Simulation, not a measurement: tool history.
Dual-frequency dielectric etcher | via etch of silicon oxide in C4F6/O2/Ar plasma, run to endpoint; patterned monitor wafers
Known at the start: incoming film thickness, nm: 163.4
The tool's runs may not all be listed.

Run 1, hour 0: bias power (kW) 0.508, source power (kW) 0.44, Ar flow (sccm) 344. Result: endpoint time (s) 31.093.
Run 2, hour 4.5: bias power (kW) 0.484, source power (kW) 0.42, Ar flow (sccm) 348. Result: endpoint time (s) 32.793.
Run 3, hour 8.7: bias power (kW) 0.463, source power (kW) 0.41, Ar flow (sccm) 349. Result: endpoint time (s) 34.022.
Run 4, hour 17.4: bias power (kW) 0.463, source power (kW) 0.41, Ar flow (sccm) 311. Result: endpoint time (s) 33.426.
Run 5, hour 21.4: bias power (kW) 0.444, source power (kW) 0.41, Ar flow (sccm) 312. Result: endpoint time (s) 34.08.
Run 6, hour 24.9: bias power (kW) 0.369, source power (kW) 0.41, Ar flow (sccm) 312. Result: endpoint time (s) 36.986.
Run 7, hour 31.7: bias power (kW) 0.361, source power (kW) 0.41, Ar flow (sccm) 312. Result: endpoint time (s) 37.423.
Run 8, hour 40: bias power (kW) 0.355, source power (kW) 0.41, Ar flow (sccm) 312. Result: endpoint time (s) 37.724.
Run 9, hour 42.6: bias power (kW) 0.305, source power (kW) 0.39, Ar flow (sccm) 317. Result: endpoint time (s) 41.626.
Run 10, hour 45.1: bias power (kW) 0.31, source power (kW) 0.39, Ar flow (sccm) 317. Result: endpoint time (s) 41.345.
Run 11, hour 51: bias power (kW) 0.314, source power (kW) 0.39, Ar flow (sccm) 317. Result: endpoint time (s) 40.812.

Forecast run 12:
Run 12, hour 56.3: bias power (kW) 0.317, source power (kW) 0.39, Ar flow (sccm) 317. Result: endpoint time (s) ?.

endpoint time (s): 40.629
